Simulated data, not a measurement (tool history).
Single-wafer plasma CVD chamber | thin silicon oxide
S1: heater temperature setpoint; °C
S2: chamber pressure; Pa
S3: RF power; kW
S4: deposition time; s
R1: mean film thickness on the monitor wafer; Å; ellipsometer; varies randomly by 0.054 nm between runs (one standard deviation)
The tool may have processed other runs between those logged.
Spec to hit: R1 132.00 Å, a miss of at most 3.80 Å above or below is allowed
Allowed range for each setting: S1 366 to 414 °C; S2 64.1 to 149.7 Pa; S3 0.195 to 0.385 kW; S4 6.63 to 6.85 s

{"run": 1, "day": 0.0, "S1": 390, "S2": 106.9, "S3": 0.29, "S4": 6.63, "R1": 109.89}
{"run": 2, "day": 0.083, "S1": 390, "S2": 109.1, "S3": 0.29, "S4": 6.63, "R1": 111.79}
{"run": 3, "day": 0.129, "S1": 390, "S2": 109.1, "S3": 0.33, "S4": 6.63, "R1": 116.24}
{"run": 4, "day": 0.421, "S1": 390, "S2": 98.7, "S3": 0.33, "S4": 6.63, "R1": 108.65}
{"run": 5, "day": 0.512, "S1": 390, "S2": 98.7, "S3": 0.33, "S4": 6.85, "R1": 112.1}
{"run": 6, "day": 0.608, "S1": 390, "S2": 100.8, "S3": 0.33, "S4": 6.85, "R1": 113.67}
{"run": 7, "day": 0.671, "S1": 390, "S2": 102.8, "S3": 0.33, "S4": 6.85, "R1": 114.72}
{"run": 8, "day": 0.917, "S1": 390, "S2": 104.8, "S3": 0.33, "S4": 6.85, "R1": 116.59}
{"run": 9, "day": 1.1, "S1": 390, "S2": 106.5, "S3": 0.33, "S4": 6.85, "R1": 118.04}
{"run": 10, "day": 1.308, "S1": 390, "S2": 108.1, "S3": 0.33, "S4": 6.85, "R1": 119.95}
{"run": 11, "day": 1.346, "S1": 390, "S2": 109.5, "S3": 0.33, "S4": 6.85, "R1": 120.68}
{"run": 12, "day": 1.538, "S1": 390, "S2": 110.8, "S3": 0.33, "S4": 6.85, "R1": 121.33}
{"run": 13, "day": 1.562, "S1": 390, "S2": 112.1, "S3": 0.33, "S4": 6.85, "R1": 123.06}
{"run": 14, "day": 1.621, "S1": 390, "S2": 113.2, "S3": 0.33, "S4": 6.85, "R1": 122.95}
{"run": 15, "day": 1.904, "S1": 390, "S2": 114.3, "S3": 0.33, "S4": 6.85, "R1": 123.05}
{"run": 16, "day": 1.983, "S1": 390, "S2": 115.5, "S3": 0.33, "S4": 6.85, "R1": 125.85}
{"run": 17, "day": 2.192, "S1": 390, "S2": 116.1, "S3": 0.33, "S4": 6.85, "R1": 125.14}
{"run": 18, "day": 2.542, "S1": 390, "S2": 116.9, "S3": 0.33, "S4": 6.85, "R1": 126.02}
{"run": 19, "day": 2.846, "S1": 390, "S2": 117.7, "S3": 0.33, "S4": 6.85, "R1": 127.31}

Below are 5 possible settings for the next run. Only one of them brings all results inside the allowed miss of their targets. Which is it?
{"run": "A", "day": 3.15, "S1": 396, "S2": 129.3, "S3": 0.36, "S4": 6.63, "R1": "?"}
{"run": "B", "day": 3.15, "S1": 392, "S2": 119.9, "S3": 0.32, "S4": 6.63, "R1": "?"}
{"run": "C", "day": 3.15, "S1": 384, "S2": 108.4, "S3": 0.335, "S4": 6.85, "R1": "?"}
{"run": "D", "day": 3.15, "S1": 385, "S2": 115.7, "S3": 0.335, "S4": 6.63, "R1": "?"}
{"run": "E", "day": 3.15, "S1": 406, "S2": 116.5, "S3": 0.38, "S4": 6.63, "R1": "?"}

move=A R1=133.64
move=B R1=122.84
move=C R1=120.86
move=D R1=122.22
move=E R1=126.12
A: each result inside its tolerance
B: misses by more than the last run did
C: misses by more than the last run did
D: misses by more than the last run did
E: misses by more than the last run did
So the answer is move A, the one that meets all the targets.
